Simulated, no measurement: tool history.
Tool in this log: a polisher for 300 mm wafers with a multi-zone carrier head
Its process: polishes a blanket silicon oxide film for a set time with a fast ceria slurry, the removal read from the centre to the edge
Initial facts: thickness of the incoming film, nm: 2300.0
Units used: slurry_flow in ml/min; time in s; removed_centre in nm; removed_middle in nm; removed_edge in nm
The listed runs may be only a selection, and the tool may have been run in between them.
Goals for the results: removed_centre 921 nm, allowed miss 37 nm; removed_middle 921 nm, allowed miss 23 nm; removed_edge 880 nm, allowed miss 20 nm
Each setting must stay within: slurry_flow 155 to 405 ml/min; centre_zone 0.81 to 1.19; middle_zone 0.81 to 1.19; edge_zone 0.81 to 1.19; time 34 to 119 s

run  hour  slurry_flow  centre_zone  middle_zone  edge_zone  time  removed_centre  removed_middle  removed_edge
  1     0          260            1            1          1    76          706.56          695.07        715.67
  2   2.4          270         1.02         1.03       1.03    78          754.57          738.99        748.17
  3  10.1          270         1.02         1.03       1.03    67          634.67          630.04        638.04
  4  16.6          280         1.03         1.05       1.06    71          705.13          688.16         692.5
  5  23.5          280         1.03         1.05       1.06    62          593.35          594.61        603.22
  6  26.1          280         1.03         1.11       1.06    62          603.07           627.2        596.93
  7  27.7          290         1.04         1.12       1.08    66             651          666.17        655.26
  8  30.8          340         1.11         1.19       1.05    88          925.16          946.61        871.19
  9  32.1          340         1.11         1.18       1.05    88          942.23          941.72        860.42

Pick the move, out of 5, that brings all results within their allowed miss; only one does.
  A  33.4          300         1.09         1.19          1    89               ?               ?             ?
  B  33.4          310         1.07         1.16       0.94    91               ?               ?             ?
  C  33.4          335         1.14         1.13       0.93    89               ?               ?             ?
  D  33.4          225          1.1         1.15       1.08    92               ?               ?             ?
  E  33.4          380         1.09         1.15          1    85               ?               ?             ?

move  removed_centre  removed_middle  removed_edge
   A          924.39          959.62        851.58
   B          930.85          963.08        847.95
   C          977.99          927.27        830.14
   D          928.26           930.7        891.37
   E          903.42          908.78        827.06
A: the biggest miss grows against the last run
B: the biggest miss grows against the last run
C: the biggest miss grows against the last run
D: every result lands within tolerance
E: the biggest miss grows against the last run
So the answer is move D, the one that meets all the targets.

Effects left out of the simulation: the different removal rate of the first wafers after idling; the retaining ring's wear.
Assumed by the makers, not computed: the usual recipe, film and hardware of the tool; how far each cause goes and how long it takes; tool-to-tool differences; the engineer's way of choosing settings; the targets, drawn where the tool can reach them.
